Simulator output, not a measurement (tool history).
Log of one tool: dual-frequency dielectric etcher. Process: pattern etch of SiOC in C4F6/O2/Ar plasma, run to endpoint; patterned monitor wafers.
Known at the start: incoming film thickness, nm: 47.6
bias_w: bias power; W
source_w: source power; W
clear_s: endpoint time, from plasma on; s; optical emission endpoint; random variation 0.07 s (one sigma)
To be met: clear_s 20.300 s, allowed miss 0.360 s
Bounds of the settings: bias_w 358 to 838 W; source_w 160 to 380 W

run	hour	bias_w	source_w	clear_s
1	0.0	598	270	18.506
2	2.4	533	270	19.327
3	10.2	583	270	18.796
4	16.6	561	270	18.976
5	17.3	542	270	19.083
6	20.1	542	320	18.071
7	23.8	510	320	18.455
8	24.4	484	320	18.631
9	28.0	364	300	20.720
10	35.5	370	300	20.801

5 next moves are on the table. One of them brings every result within its allowed miss. Which?
A	43.0	379	250	?
B	43.0	358	280	?
C	43.0	358	300	?
D	43.0	358	290	?
E	43.0	489	250	?

move	clear_s
A	21.983
B	21.472
C	20.955
D	21.208
E	20.361
A: further off than the last run
B: further off than the last run
C: further off than the last run
D: further off than the last run
E: meets every target
Answer: E
